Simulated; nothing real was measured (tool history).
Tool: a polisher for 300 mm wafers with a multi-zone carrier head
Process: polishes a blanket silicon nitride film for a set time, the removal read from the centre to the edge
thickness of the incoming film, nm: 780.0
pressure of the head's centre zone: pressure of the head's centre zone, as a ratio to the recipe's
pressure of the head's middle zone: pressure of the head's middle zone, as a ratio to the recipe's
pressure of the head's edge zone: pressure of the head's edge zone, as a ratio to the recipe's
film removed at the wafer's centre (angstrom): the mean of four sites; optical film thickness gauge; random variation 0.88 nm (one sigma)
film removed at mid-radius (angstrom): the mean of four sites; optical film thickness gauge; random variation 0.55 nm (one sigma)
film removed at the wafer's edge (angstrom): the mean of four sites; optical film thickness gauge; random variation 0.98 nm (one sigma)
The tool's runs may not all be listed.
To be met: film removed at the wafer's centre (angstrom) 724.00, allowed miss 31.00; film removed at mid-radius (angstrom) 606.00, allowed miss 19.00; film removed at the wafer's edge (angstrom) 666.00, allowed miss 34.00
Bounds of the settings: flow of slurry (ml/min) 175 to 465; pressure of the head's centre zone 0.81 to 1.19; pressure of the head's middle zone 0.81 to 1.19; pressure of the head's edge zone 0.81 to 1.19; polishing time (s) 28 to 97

| run | hour | flow of slurry (ml/min) | pressure of the head's centre zone | pressure of the head's middle zone | pressure of the head's edge zone | polishing time (s) | film removed at the wafer's centre (angstrom) | film removed at mid-radius (angstrom) | film removed at the wafer's edge (angstrom) |
|---|---|---|---|---|---|---|---|---|---|
| 1 | 0.0 | 295 | 1.00 | 1.00 | 1.00 | 62 | 978.71 | 987.90 | 960.27 |
| 2 | 2.6 | 295 | 1.00 | 1.00 | 1.00 | 47 | 723.47 | 764.44 | 735.61 |
| 3 | 10.7 | 295 | 1.01 | 0.98 | 0.99 | 47 | 725.60 | 740.65 | 737.31 |
| 4 | 15.0 | 295 | 1.01 | 0.94 | 0.99 | 47 | 749.62 | 719.76 | 742.20 |
| 5 | 17.7 | 295 | 1.01 | 0.93 | 0.98 | 46 | 728.09 | 693.63 | 704.15 |
| 6 | 26.3 | 295 | 1.01 | 0.98 | 0.98 | 46 | 720.87 | 721.77 | 732.70 |
| 7 | 30.5 | 295 | 1.01 | 0.98 | 0.98 | 46 | 720.26 | 725.27 | 697.08 |
| 8 | 31.5 | 290 | 1.01 | 0.96 | 0.98 | 46 | 714.11 | 699.02 | 726.39 |
| 9 | 36.1 | 305 | 1.11 | 0.89 | 0.88 | 40 | 673.50 | 577.48 | 592.10 |

5 next moves are on the table. One of them brings every result within its allowed miss. Which?
| A | 40.7 | 235 | 1.11 | 0.81 | 0.98 | 43 | ? | ? | ? |
| B | 40.7 | 345 | 1.07 | 1.09 | 0.82 | 36 | ? | ? | ? |
| C | 40.7 | 175 | 1.02 | 0.81 | 1.04 | 47 | ? | ? | ? |
| D | 40.7 | 180 | 1.13 | 0.82 | 1.00 | 39 | ? | ? | ? |
| E | 40.7 | 430 | 1.10 | 0.87 | 0.98 | 42 | ? | ? | ? |

| move | film removed at the wafer's centre (angstrom) | film removed at mid-radius (angstrom) | film removed at the wafer's edge (angstrom) |
|---|---|---|---|
| A | 725.94 | 572.46 | 644.26 |
| B | 607.00 | 629.13 | 504.24 |
| C | 726.16 | 614.13 | 714.52 |
| D | 655.36 | 515.45 | 582.39 |
| E | 732.95 | 614.70 | 646.41 |
A: brings the result that was furthest off to its target, and leaves another outside
B: further off than the last run
C: takes the result that was furthest off past its target
D: further off than the last run
E: meets every target
Move E is the one to make.
